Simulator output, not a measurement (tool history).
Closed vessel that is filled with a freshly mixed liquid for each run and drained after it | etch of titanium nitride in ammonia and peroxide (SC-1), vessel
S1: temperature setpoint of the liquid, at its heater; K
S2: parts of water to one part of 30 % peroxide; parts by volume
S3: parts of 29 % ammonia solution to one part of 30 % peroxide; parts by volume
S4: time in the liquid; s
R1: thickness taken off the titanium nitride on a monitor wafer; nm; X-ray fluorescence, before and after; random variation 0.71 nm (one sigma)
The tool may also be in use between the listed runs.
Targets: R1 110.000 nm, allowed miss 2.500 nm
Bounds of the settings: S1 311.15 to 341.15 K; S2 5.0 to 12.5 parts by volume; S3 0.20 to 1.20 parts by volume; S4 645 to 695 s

run	day	S1	S2	S3	S4	R1
1	0.000	325.15	7.0	0.75	645	83.185
2	0.046	325.15	8.0	0.75	645	78.564
3	0.254	325.15	10.0	0.75	645	70.627
4	0.371	325.15	11.5	0.75	645	64.768
5	0.642	325.15	11.5	0.65	645	63.907
6	0.875	327.65	11.5	0.65	645	75.371
7	1.208	329.65	11.5	0.65	645	86.762
8	1.317	330.65	11.5	0.65	645	92.101
9	1.362	331.65	11.5	0.65	645	97.948
10	1.750	332.15	11.5	0.65	645	101.860
11	2.142	332.65	11.5	0.65	645	105.950

5 next moves are on the table. One of them brings every result within its allowed miss. Which?
A	2.533	331.65	11.5	0.70	680	?
B	2.533	335.15	10.5	0.20	675	?
C	2.533	334.65	12.5	0.75	645	?
D	2.533	332.65	12.5	0.60	655	?
E	2.533	331.65	12.5	0.70	695	?

move	R1
A	105.120
B	109.800
C	117.550
D	100.810
E	102.830
A: further off than the last run
B: meets every target
C: takes the result that was furthest off past its target
D: further off than the last run
E: further off than the last run
Move B is the one to make.

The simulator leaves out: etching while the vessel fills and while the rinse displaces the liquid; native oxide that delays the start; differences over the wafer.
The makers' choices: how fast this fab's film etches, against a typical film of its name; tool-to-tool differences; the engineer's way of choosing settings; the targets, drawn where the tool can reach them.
